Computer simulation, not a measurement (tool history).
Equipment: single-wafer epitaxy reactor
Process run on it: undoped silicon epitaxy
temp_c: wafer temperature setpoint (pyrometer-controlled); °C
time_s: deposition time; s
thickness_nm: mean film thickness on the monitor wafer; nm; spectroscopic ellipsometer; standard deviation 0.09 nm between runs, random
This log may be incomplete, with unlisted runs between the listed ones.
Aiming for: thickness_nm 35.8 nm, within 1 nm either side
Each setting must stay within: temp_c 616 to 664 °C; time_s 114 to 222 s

run    day  temp_c  time_s  thickness_nm
  1      0     640     168        25.936
  2  0.067     635     168        22.785
  3  0.338     630     168        20.066
  4   0.55     632     168        21.132
  5  0.608     634     168        22.169
  6  0.742     636     168        23.391
  7  1.046     648     170        31.667
  8  1.225     649     170        32.623
  9  1.379     649     170        32.601
     1.558  -- pyrometer calibrated
 10  1.558     651     170        29.865
 11  1.867     662     196        44.893

Which one of the following 5 next-run settings gets every result inside its allowed miss? There is exactly one.
  A  2.175     649     181             ?
  B  2.175     654     191             ?
  C  2.175     651     216             ?
  D  2.175     658     186             ?
  E  2.175     651     188             ?

move  thickness_nm
   A        30.174
   B        36.022
   C        37.837
   D        38.675
   E        32.932
A: moves the result that the last run missed by most past its target, out the other side
B: each result inside its tolerance
C: better than the last run, though not everything is in spec
D: better than the last run, though not everything is in spec
E: moves the result that the last run missed by most past its target, out the other side
Correct choice: B, which meets every target

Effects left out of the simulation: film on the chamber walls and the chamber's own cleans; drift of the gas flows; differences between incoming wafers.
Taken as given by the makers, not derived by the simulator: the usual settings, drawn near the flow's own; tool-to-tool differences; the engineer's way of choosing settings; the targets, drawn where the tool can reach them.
